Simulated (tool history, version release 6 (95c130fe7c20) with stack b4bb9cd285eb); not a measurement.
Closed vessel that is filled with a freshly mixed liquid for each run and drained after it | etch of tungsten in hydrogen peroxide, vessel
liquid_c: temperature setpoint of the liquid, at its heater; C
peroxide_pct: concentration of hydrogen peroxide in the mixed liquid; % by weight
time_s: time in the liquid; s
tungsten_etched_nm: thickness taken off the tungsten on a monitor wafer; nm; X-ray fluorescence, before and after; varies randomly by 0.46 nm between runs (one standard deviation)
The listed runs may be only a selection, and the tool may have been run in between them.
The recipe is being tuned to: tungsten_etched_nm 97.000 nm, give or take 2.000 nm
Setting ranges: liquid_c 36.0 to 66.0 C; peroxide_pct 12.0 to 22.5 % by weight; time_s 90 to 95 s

run	hour	liquid_c	peroxide_pct	time_s	tungsten_etched_nm
1	0.0	52.0	15.5	90	133.840
2	1.7	52.0	13.5	90	125.790
3	9.2	50.5	13.5	90	114.030
4	17.7	43.5	13.5	90	74.207
5	25.1	38.0	13.5	90	51.791
6	26.0	41.0	13.5	90	63.241
7	28.8	43.0	13.5	90	71.827
8	36.6	44.5	13.5	90	78.817
9	40.6	45.5	13.5	90	83.791
10	45.3	48.5	13.5	90	101.380
11	50.6	48.5	13.5	90	100.950

Below are 5 possible settings for the next run. Only one of them brings all results inside the allowed miss of their targets. Which is it?
A	55.9	48.0	14.5	90	?
B	55.9	48.0	16.5	90	?
C	55.9	48.5	12.5	95	?
D	55.9	49.0	13.5	90	?
E	55.9	46.0	15.0	95	?

move	tungsten_etched_nm
A	101.210
B	107.970
C	102.310
D	103.870
E	95.937
A: further off than the last run
B: further off than the last run
C: further off than the last run
D: further off than the last run
E: all results land within tolerance of their targets
Answer: E

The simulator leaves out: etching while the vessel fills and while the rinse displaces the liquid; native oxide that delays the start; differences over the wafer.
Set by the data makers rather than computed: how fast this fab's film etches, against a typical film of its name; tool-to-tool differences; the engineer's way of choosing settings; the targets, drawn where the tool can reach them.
